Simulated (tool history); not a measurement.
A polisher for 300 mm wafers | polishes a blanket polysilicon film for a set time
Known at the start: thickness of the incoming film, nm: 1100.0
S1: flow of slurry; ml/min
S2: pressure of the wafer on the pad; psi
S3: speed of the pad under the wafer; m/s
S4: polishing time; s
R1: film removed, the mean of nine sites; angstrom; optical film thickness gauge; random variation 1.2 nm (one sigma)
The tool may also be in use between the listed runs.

run  hour   S1   S2    S3  S4      R1
  1   0.0  160  1.9  0.80  52  2079.1
  2   6.1  160  1.9  0.60  52  1640.2
  3  10.6  160  1.9  0.60  47  1490.1
  4  17.7  160  1.9  0.60  52  1608.8
  5  21.3  160  2.1  0.60  52  1781.1
  6  22.3  160  2.1  0.60  52  1768.1
     29.6  -- worn pad replaced by a new one
  7  29.6  155  1.9  0.60  52  1758.3
  8  38.4  170  1.9  0.60  52  1810.5
  9  41.9  155  1.9  0.60  52  1763.1
 10  43.5  170  1.7  0.58  52  1571.9
 11  50.2  160  1.6  0.58  52  1448.0

The next listed run, before its measurement:
 12  55.1  150  1.6  0.58  52   ?

Run 12 gave R1 1461.8 angstrom.
